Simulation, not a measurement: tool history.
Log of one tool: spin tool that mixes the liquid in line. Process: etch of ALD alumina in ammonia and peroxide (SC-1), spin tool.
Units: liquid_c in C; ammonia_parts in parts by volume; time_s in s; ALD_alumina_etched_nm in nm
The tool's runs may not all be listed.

{"run": 1, "hour": 0.0, "liquid_c": 56.0, "ammonia_parts": 0.95, "time_s": 305, "ALD_alumina_etched_nm": 20.44}
{"run": 2, "hour": 5.4, "liquid_c": 61.0, "ammonia_parts": 0.95, "time_s": 305, "ALD_alumina_etched_nm": 26.262}
{"run": 3, "hour": 11.6, "liquid_c": 67.0, "ammonia_parts": 0.95, "time_s": 305, "ALD_alumina_etched_nm": 35.659}
{"run": 4, "hour": 20.1, "liquid_c": 63.0, "ammonia_parts": 0.95, "time_s": 305, "ALD_alumina_etched_nm": 29.048}
{"run": 5, "hour": 28.4, "liquid_c": 59.5, "ammonia_parts": 0.95, "time_s": 305, "ALD_alumina_etched_nm": 24.448}
{"hour": 30.6, "done": "ammonia flow meter replaced"}
{"run": 6, "hour": 30.6, "liquid_c": 56.5, "ammonia_parts": 0.95, "time_s": 305, "ALD_alumina_etched_nm": 20.799}
{"run": 7, "hour": 38.4, "liquid_c": 54.0, "ammonia_parts": 0.95, "time_s": 305, "ALD_alumina_etched_nm": 18.031}
{"run": 8, "hour": 47.3, "liquid_c": 52.0, "ammonia_parts": 0.95, "time_s": 305, "ALD_alumina_etched_nm": 16.488}
{"run": 9, "hour": 49.9, "liquid_c": 44.0, "ammonia_parts": 0.9, "time_s": 305, "ALD_alumina_etched_nm": 10.355}

Forecast run 10:
{"run": 10, "hour": 55.2, "liquid_c": 43.5, "ammonia_parts": 0.9, "time_s": 305, "ALD_alumina_etched_nm": "?"}

ALD_alumina_etched_nm: 10.179 nm

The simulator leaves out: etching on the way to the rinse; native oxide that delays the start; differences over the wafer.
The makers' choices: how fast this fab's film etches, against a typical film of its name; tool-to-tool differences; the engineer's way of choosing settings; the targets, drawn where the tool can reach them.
